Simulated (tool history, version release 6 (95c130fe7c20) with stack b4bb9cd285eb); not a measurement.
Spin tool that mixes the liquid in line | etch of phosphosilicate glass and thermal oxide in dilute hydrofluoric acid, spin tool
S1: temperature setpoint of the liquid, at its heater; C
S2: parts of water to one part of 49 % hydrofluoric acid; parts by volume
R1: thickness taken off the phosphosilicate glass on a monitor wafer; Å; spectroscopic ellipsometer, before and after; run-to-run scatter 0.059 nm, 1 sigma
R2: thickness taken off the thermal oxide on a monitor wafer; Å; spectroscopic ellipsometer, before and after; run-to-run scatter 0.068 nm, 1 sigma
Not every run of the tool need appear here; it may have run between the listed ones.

{"run": 1, "day": 0.0, "S1": 21, "S2": 290, "time under the liquid (s)": 40, "R1": 76.173, "R2": 5.1508}
{"run": 2, "day": 0.029, "S1": 21, "S2": 345, "time under the liquid (s)": 40, "R1": 61.345, "R2": 4.5338}
{"run": 3, "day": 0.167, "S1": 23, "S2": 285, "time under the liquid (s)": 40, "R1": 83.477, "R2": 6.067}
{"run": 4, "day": 0.458, "S1": 24.5, "S2": 240, "time under the liquid (s)": 40, "R1": 109.9, "R2": 7.5122}
{"run": 5, "day": 0.633, "S1": 26, "S2": 215, "time under the liquid (s)": 40, "R1": 132.1, "R2": 9.053}
{"day": 0.667, "done": "hydrofluoric acid flow meter replaced"}
{"run": 6, "day": 0.667, "S1": 25, "S2": 215, "time under the liquid (s)": 40, "R1": 118.48, "R2": 8.85}
{"run": 7, "day": 0.821, "S1": 26, "S2": 190, "time under the liquid (s)": 40, "R1": 143.09, "R2": 11.402}

The next listed run, before its measurement:
{"run": 8, "day": 1.062, "S1": 29, "S2": 150, "time under the liquid (s)": 40, "R1": "?", "R2": "?"}

{"run 8": {"R1": 211.74, "R2": 14.876}}

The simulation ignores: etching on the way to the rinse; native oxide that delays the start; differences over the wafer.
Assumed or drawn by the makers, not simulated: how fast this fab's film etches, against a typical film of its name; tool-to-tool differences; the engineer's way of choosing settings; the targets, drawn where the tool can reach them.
